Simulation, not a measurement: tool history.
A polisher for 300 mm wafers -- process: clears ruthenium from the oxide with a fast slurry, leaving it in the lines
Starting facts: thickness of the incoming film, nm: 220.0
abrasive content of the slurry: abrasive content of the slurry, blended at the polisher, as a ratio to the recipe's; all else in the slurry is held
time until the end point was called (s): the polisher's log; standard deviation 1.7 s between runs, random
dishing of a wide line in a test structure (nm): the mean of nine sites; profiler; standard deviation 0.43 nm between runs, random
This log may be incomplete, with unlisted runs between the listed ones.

run    day  flow of slurry (ml/min)  pressure of the wafer on the pad (kPa)  speed of the pad under the wafer (m/s)  abrasive content of the slurry  overpolish time after the end point (s)  time until the end point was called (s)  dishing of a wide line in a test structure (nm)
  1  0.000                      205                                    17.9                                    0.86                             1.0                                       12                                   64.232                                           42.647
  2  0.267                      205                                    16.5                                    0.86                             1.0                                       11                                   68.317                                           35.103
  3  0.312                      250                                    16.5                                    0.86                             1.0                                       11                                   65.642                                           36.910
  4  0.350                      250                                    16.5                                    0.86                             0.9                                       11                                   69.563                                           33.805
  5  0.383                      250                                    16.5                                    0.86                             0.9                                        8                                   68.561                                           26.068
  6  0.696                      250                                    16.5                                    0.86                             0.9                                       11                                   70.902                                           33.633
  7  1.050                      250                                    15.9                                    0.86                             0.9                                       10                                   73.180                                           29.421

Run 8 comes next. What will it give?
  8  1.288                      250                                    15.2                                    0.86                             0.9                                       10                                        ?                                                ?

Run 8 measured time until the end point was called (s) 76.146, dishing of a wide line in a test structure (nm) 29.401.
